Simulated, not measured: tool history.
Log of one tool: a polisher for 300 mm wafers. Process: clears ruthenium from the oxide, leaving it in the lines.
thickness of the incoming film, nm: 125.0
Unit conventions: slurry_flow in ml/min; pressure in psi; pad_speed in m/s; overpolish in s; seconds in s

run 1 hour=0.0 | slurry_flow=315 pressure=2.6 pad_speed=0.84 overpolish=12 | seconds=113.91
run 2 hour=6.8 | slurry_flow=315 pressure=2.3 pad_speed=0.82 overpolish=12 | seconds=137.13
run 3 hour=9.8 | slurry_flow=370 pressure=2.3 pad_speed=0.82 overpolish=12 | seconds=131.29
run 4 hour=15.4 | slurry_flow=370 pressure=2.3 pad_speed=0.82 overpolish=10 | seconds=133.78
run 5 hour=21.5 | slurry_flow=310 pressure=2.3 pad_speed=0.82 overpolish=10 | seconds=129.67
run 6 hour=27.7 | slurry_flow=310 pressure=2.1 pad_speed=0.80 overpolish=10 | seconds=158.24
run 7 hour=30.2 | slurry_flow=310 pressure=2.0 pad_speed=0.80 overpolish=10 | seconds=157.33

Forecast run 8:
run 8 hour=36.4 | slurry_flow=310 pressure=1.9 pad_speed=0.80 overpolish=10 | seconds=?

seconds: 165.80 s
